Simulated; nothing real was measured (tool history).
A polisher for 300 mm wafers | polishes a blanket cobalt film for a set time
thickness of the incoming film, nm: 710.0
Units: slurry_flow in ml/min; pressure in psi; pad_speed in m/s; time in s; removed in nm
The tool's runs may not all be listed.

| run | hour | slurry_flow | pressure | pad_speed | time | removed |
|---|---|---|---|---|---|---|
| 1 | 0.0 | 240 | 2.1 | 0.84 | 22 | 94.301 |
| 2 | 7.1 | 240 | 2.1 | 0.68 | 22 | 78.434 |
| 3 | 15.4 | 240 | 2.1 | 0.68 | 22 | 79.509 |
| 4 | 23.2 | 240 | 2.1 | 0.78 | 22 | 89.032 |
|  | 24.0 | head pressure recalibrated |
| 5 | 24.0 | 240 | 2.1 | 0.86 | 22 | 108.220 |
| 6 | 28.4 | 240 | 2.1 | 0.68 | 22 | 86.406 |
| 7 | 29.2 | 240 | 1.9 | 0.64 | 22 | 75.412 |
| 8 | 35.5 | 220 | 1.7 | 0.58 | 22 | 60.006 |
| 9 | 43.7 | 215 | 1.6 | 0.58 | 22 | 58.274 |
| 10 | 52.6 | 210 | 1.5 | 0.56 | 22 | 51.186 |

Run 11 comes next. What will it give?
| 11 | 61.2 | 205 | 1.4 | 0.56 | 22 | ? |

{"run 11": {"removed": 48.555}}
